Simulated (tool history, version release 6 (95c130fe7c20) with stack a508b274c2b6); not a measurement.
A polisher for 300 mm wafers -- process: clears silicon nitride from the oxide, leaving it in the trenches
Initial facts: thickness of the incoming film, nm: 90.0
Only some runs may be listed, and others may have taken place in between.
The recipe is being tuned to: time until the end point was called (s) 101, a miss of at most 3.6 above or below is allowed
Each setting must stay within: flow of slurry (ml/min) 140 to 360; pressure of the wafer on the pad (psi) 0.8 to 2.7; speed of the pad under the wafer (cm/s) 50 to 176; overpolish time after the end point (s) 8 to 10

run	hour	flow of slurry (ml/min)	pressure of the wafer on the pad (psi)	speed of the pad under the wafer (cm/s)	overpolish time after the end point (s)	time until the end point was called (s)
1	0	230	1.7	112	10	178.3
2	5.1	230	1.9	112	10	159.4
3	11.2	230	2.2	112	10	142.18
4	17.9	230	2.4	116	10	125.51
5	19.2	230	2.5	120	10	114.9
6	23.9	230	2.6	122	10	109.62
7	32.3	230	2.6	124	10	109.58
8	34	230	2.6	126	10	107.1

Below are 5 possible settings for the next run. Only one of them brings all results inside the allowed miss of their targets. Which is it?
A	35.7	210	2.5	122	8	?
B	35.7	240	2.7	130	10	?
C	35.7	240	2.6	124	8	?
D	35.7	140	2.5	140	10	?
E	35.7	250	2.6	122	9	?

move	time until the end point was called (s)
A	115.77
B	99.709
C	107.91
D	110.18
E	108.96
A: lands further from the targets than the last run did
B: in spec on every target
C: lands further from the targets than the last run did
D: lands further from the targets than the last run did
E: lands further from the targets than the last run did
Answer: B
